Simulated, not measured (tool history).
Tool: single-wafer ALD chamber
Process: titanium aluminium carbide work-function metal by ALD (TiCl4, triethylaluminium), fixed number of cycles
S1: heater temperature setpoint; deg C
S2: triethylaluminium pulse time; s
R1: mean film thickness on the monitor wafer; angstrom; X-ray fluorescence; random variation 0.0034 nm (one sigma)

run 1 hour=0.0 | S1=300 S2=10.19 | R1=19.088
run 2 hour=2.1 | S1=300 S2=12.90 | R1=20.044
run 3 hour=2.7 | S1=294 S2=12.90 | R1=19.452
run 4 hour=9.1 | S1=290 S2=11.75 | R1=18.863
-- hour=10.4 triethylaluminium bottle replaced
run 5 hour=10.4 | S1=296 S2=11.75 | R1=19.844
run 6 hour=13.8 | S1=292 S2=10.00 | R1=19.148

The next listed run, before its measurement:
run 7 hour=14.4 | S1=289 S2=8.63 | R1=?

R1: 18.316 angstrom
